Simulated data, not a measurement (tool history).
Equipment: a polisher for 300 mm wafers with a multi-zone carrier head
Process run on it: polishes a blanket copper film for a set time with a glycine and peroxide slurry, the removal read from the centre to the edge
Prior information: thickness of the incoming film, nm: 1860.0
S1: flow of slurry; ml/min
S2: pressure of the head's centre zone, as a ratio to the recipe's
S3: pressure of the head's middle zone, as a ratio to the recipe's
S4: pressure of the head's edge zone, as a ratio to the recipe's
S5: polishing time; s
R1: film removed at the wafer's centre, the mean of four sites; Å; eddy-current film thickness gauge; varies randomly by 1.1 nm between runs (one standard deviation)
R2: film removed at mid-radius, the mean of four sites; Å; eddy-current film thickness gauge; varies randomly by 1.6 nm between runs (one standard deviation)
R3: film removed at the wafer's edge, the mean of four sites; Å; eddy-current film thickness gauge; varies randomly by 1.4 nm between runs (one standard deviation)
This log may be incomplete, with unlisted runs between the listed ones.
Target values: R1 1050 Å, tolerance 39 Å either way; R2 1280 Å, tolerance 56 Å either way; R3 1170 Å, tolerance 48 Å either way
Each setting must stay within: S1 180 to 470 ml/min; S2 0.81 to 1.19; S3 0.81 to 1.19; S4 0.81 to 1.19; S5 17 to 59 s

Run 1, hour 0: S1 300 ml/min, S2 1, S3 1, S4 1, S5 38 s. Result: R1 1813.5 Å, R2 1740.3 Å, R3 1701.6 Å.
Run 2, hour 2.6: S1 300 ml/min, S2 1, S3 1.03, S4 1, S5 38 s. Result: R1 1808 Å, R2 1784.7 Å, R3 1735.2 Å.
Run 3, hour 4.7: S1 300 ml/min, S2 1, S3 1.03, S4 1, S5 46 s. Result: R1 2174.7 Å, R2 2148.4 Å, R3 2099.6 Å.
Run 4, hour 11.1: S1 295 ml/min, S2 0.97, S3 1.03, S4 0.99, S5 43 s. Result: R1 1970.1 Å, R2 2024.9 Å, R3 1919.2 Å.
Run 5, hour 12.6: S1 295 ml/min, S2 0.97, S3 1.11, S4 0.99, S5 43 s. Result: R1 1968.3 Å, R2 2173.4 Å, R3 1970.4 Å.
Run 6, hour 17.5: S1 295 ml/min, S2 0.93, S3 1.11, S4 0.99, S5 43 s. Result: R1 1885.2 Å, R2 2185.3 Å, R3 1906.8 Å.
Run 7, hour 18.2: S1 285 ml/min, S2 0.91, S3 1.1, S4 1.01, S5 40 s. Result: R1 1734.5 Å, R2 1979.5 Å, R3 1761.3 Å.
Run 8, hour 19.3: S1 285 ml/min, S2 0.89, S3 1.11, S4 1.04, S5 37 s. Result: R1 1556.8 Å, R2 1869.1 Å, R3 1688.8 Å.
Run 9, hour 27: S1 285 ml/min, S2 0.88, S3 1.1, S4 1.04, S5 35 s. Result: R1 1433.8 Å, R2 1756 Å, R3 1575.4 Å.
Run 10, hour 30.4: S1 285 ml/min, S2 0.87, S3 1.09, S4 1.04, S5 34 s. Result: R1 1390.6 Å, R2 1670.1 Å, R3 1559.2 Å.
Run 11, hour 37.1: S1 280 ml/min, S2 0.86, S3 1.09, S4 1.02, S5 33 s. Result: R1 1340.1 Å, R2 1572 Å, R3 1491.7 Å.
Run 12, hour 37.9: S1 280 ml/min, S2 0.86, S3 1.1, S4 1.01, S5 32 s. Result: R1 1296.9 Å, R2 1554.7 Å, R3 1440.4 Å.
Run 13, hour 40.2: S1 280 ml/min, S2 0.85, S3 1.1, S4 1, S5 31 s. Result: R1 1230.8 Å, R2 1553 Å, R3 1387 Å.
At hour 40.9: centre zone pressure recalibrated.
Run 14, hour 40.9: S1 275 ml/min, S2 0.85, S3 1.09, S4 0.98, S5 31 s. Result: R1 1159.1 Å, R2 1552.8 Å, R3 1352.7 Å.
Run 15, hour 45.7: S1 280 ml/min, S2 0.86, S3 1.07, S4 0.97, S5 30 s. Result: R1 1139 Å, R2 1433.8 Å, R3 1309.6 Å.
Run 16, hour 48.1: S1 280 ml/min, S2 0.87, S3 1.06, S4 0.95, S5 30 s. Result: R1 1149.8 Å, R2 1416.9 Å, R3 1335.2 Å.
Run 17, hour 53.4: S1 280 ml/min, S2 0.88, S3 1.06, S4 0.93, S5 29 s. Result: R1 1105.7 Å, R2 1351.4 Å, R3 1250.9 Å.
Run 18, hour 54: S1 280 ml/min, S2 0.88, S3 1.06, S4 0.92, S5 29 s. Result: R1 1119.8 Å, R2 1390.8 Å, R3 1267.3 Å.
Run 19, hour 55.8: S1 280 ml/min, S2 0.88, S3 1.05, S4 0.91, S5 29 s. Result: R1 1123.8 Å, R2 1374.7 Å, R3 1250.6 Å.
Run 20, hour 58.4: S1 280 ml/min, S2 0.88, S3 1.04, S4 0.9, S5 29 s. Result: R1 1122.3 Å, R2 1361.3 Å, R3 1255.5 Å.
Run 21, hour 65.3: S1 270 ml/min, S2 0.86, S3 1.02, S4 0.84, S5 27 s. Result: R1 1020.7 Å, R2 1221.3 Å, R3 1105.8 Å.
Run 22, hour 68.5: S1 275 ml/min, S2 0.86, S3 1.02, S4 0.85, S5 27 s. Result: R1 1020.3 Å, R2 1273.6 Å, R3 1096 Å.

Which one of the following 5 next-run settings gets every result inside its allowed miss? There is exactly one.
Run A, hour 71.7: S1 260 ml/min, S2 0.86, S3 1.13, S4 1.03, S5 26 s. Result: R1 ?, R2 ?, R3 ?.
Run B, hour 71.7: S1 260 ml/min, S2 0.88, S3 1.05, S4 0.91, S5 27 s. Result: R1 ?, R2 ?, R3 ?.
Run C, hour 71.7: S1 305 ml/min, S2 0.82, S3 1.14, S4 0.98, S5 29 s. Result: R1 ?, R2 ?, R3 ?.
Run D, hour 71.7: S1 265 ml/min, S2 0.92, S3 0.98, S4 1, S5 26 s. Result: R1 ?, R2 ?, R3 ?.
Run E, hour 71.7: S1 295 ml/min, S2 0.81, S3 1.12, S4 0.81, S5 25 s. Result: R1 ?, R2 ?, R3 ?.

move      R1      R2      R3
   A   974.4  1295.2  1181.5
   B    1035  1263.2    1158
   C  1052.7  1477.2  1300.5
   D    1044  1149.1  1168.6
   E  893.32    1251  1025.7
A: the furthest-off result lands on target, but another misses its tolerance
B: every result lands within tolerance
C: takes the result that was furthest off past its target
D: the furthest-off result lands on target, but another misses its tolerance
E: its largest miss is bigger than the last run's
B is the move that brings every result within its allowed miss.

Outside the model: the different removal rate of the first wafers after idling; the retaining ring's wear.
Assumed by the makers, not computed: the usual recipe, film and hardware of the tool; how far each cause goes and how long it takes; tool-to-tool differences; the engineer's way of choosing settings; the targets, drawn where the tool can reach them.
